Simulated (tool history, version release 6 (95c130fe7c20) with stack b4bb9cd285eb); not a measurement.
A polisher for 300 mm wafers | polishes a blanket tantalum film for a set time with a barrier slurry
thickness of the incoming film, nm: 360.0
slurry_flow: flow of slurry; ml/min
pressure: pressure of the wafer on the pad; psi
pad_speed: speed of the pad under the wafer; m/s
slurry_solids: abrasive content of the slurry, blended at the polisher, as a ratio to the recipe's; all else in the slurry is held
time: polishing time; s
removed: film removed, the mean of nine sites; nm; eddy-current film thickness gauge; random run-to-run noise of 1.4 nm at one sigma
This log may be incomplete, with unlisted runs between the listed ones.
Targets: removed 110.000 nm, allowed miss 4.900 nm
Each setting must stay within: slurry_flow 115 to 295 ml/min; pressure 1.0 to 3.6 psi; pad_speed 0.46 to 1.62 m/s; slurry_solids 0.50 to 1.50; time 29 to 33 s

run,day,slurry_flow,pressure,pad_speed,slurry_solids,time,removed
1,0.000,190,2.3,1.04,1.00,33,66.155
2,0.175,190,1.7,1.04,1.00,33,49.529
3,0.483,190,1.9,1.04,1.00,33,54.112
4,0.842,190,2.1,1.04,1.00,33,61.335
5,0.904,190,2.1,1.04,1.00,33,60.017
6,1.121,190,2.2,1.04,1.00,33,64.250
# day 1.475: head pressure recalibrated
7,1.475,190,2.3,1.04,1.00,33,72.035
8,1.804,190,2.4,1.04,1.00,33,76.559
9,2.042,190,2.5,1.04,1.00,33,77.579
10,2.312,190,2.5,1.04,1.00,33,79.442
11,2.475,190,2.6,1.04,1.00,33,82.121

Of the 4 settings listed for the next run, only one would bring every result within its allowed miss of target. Which one?
A,2.638,175,3.0,1.10,1.20,33,?
B,2.638,215,3.0,1.08,1.30,30,?
C,2.638,230,2.3,1.46,1.25,33,?
D,2.638,195,2.6,1.32,0.80,33,?

move,removed
A,102.350
B,95.484
C,108.830
D,98.989
A: closes in on the targets versus the last run, not all within tolerance yet
B: closes in on the targets versus the last run, not all within tolerance yet
C: in spec on every target
D: closes in on the targets versus the last run, not all within tolerance yet
Go with C: it meets all targets.

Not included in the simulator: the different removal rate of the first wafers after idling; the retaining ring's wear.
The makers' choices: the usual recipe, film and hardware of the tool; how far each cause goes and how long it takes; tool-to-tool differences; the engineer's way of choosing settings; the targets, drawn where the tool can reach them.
